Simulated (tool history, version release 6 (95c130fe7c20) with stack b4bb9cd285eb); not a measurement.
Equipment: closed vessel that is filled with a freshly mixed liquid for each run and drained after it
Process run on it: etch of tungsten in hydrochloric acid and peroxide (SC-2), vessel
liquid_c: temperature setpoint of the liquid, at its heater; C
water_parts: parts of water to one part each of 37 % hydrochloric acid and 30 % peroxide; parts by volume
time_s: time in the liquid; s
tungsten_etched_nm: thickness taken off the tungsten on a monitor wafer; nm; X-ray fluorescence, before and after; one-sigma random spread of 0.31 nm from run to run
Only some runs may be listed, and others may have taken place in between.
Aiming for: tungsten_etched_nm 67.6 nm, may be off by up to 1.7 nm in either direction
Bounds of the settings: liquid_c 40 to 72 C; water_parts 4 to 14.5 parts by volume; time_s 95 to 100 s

{"run": 1, "hour": 0.0, "liquid_c": 56, "water_parts": 8, "time_s": 95, "tungsten_etched_nm": 41.717}
{"run": 2, "hour": 8.4, "liquid_c": 57, "water_parts": 8, "time_s": 95, "tungsten_etched_nm": 44.706}
{"run": 3, "hour": 14.6, "liquid_c": 57.5, "water_parts": 8, "time_s": 95, "tungsten_etched_nm": 45.791}
{"run": 4, "hour": 23.9, "liquid_c": 57.5, "water_parts": 8, "time_s": 95, "tungsten_etched_nm": 46.337}
{"run": 5, "hour": 31.0, "liquid_c": 58, "water_parts": 8, "time_s": 95, "tungsten_etched_nm": 47.764}
{"run": 6, "hour": 37.0, "liquid_c": 58, "water_parts": 8, "time_s": 100, "tungsten_etched_nm": 49.704}
{"run": 7, "hour": 41.2, "liquid_c": 58.5, "water_parts": 8, "time_s": 100, "tungsten_etched_nm": 51.739}
{"run": 8, "hour": 49.4, "liquid_c": 59, "water_parts": 8, "time_s": 100, "tungsten_etched_nm": 52.916}

Which one of the following 5 next-run settings gets every result inside its allowed miss? There is exactly one.
{"run": "A", "hour": 57.6, "liquid_c": 64.5, "water_parts": 8.5, "time_s": 95, "tungsten_etched_nm": "?"}
{"run": "B", "hour": 57.6, "liquid_c": 60, "water_parts": 7, "time_s": 100, "tungsten_etched_nm": "?"}
{"run": "C", "hour": 57.6, "liquid_c": 57, "water_parts": 5, "time_s": 95, "tungsten_etched_nm": "?"}
{"run": "D", "hour": 57.6, "liquid_c": 59, "water_parts": 6.5, "time_s": 100, "tungsten_etched_nm": "?"}
{"run": "E", "hour": 57.6, "liquid_c": 64, "water_parts": 9.5, "time_s": 100, "tungsten_etched_nm": "?"}

move=A tungsten_etched_nm=68.281
move=B tungsten_etched_nm=63.468
move=C tungsten_etched_nm=64.113
move=D tungsten_etched_nm=63.104
move=E tungsten_etched_nm=63.649
A: in spec on every target
B: better than the last run, though not everything is in spec
C: better than the last run, though not everything is in spec
D: better than the last run, though not everything is in spec
E: better than the last run, though not everything is in spec
Move A is the one to make.
